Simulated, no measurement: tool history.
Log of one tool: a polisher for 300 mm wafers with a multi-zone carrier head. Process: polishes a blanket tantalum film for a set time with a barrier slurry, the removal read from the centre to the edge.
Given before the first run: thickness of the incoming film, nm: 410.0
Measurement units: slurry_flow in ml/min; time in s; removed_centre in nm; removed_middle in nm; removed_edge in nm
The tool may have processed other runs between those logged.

run,hour,slurry_flow,centre_zone,middle_zone,edge_zone,slurry_solids,time,removed_centre,removed_middle,removed_edge
1,0,275,1,1,1,1,71,129.2,127.9,128.72
2,6.4,270,0.99,0.97,0.99,1,71,125.71,124.28,127.51
3,11.3,265,0.99,0.94,0.98,1,71,127.67,119.26,126.92
4,15.4,260,0.98,0.93,0.97,1,71,124.47,117.57,126.1
5,19.6,260,0.89,0.93,0.97,1,71,114.02,118.72,126.69
6,28.4,260,0.83,0.93,0.97,1,71,105.96,117.28,126.86
# hour 37.3: slurry nozzle cleaned
7,37.3,255,0.85,0.91,0.95,1,71,113.31,118.85,126.32
8,43.6,255,0.86,0.9,0.95,0.95,71,109.46,116.31,123.3
9,49.1,250,0.88,0.88,0.95,0.95,71,112.8,113.69,125.04

Predict the results of run 10:
10,57.7,250,0.89,0.87,0.94,0.95,71,?,?,?

{"run 10": {"removed_centre": 115.6, "removed_middle": 113.48, "removed_edge": 122.93}}

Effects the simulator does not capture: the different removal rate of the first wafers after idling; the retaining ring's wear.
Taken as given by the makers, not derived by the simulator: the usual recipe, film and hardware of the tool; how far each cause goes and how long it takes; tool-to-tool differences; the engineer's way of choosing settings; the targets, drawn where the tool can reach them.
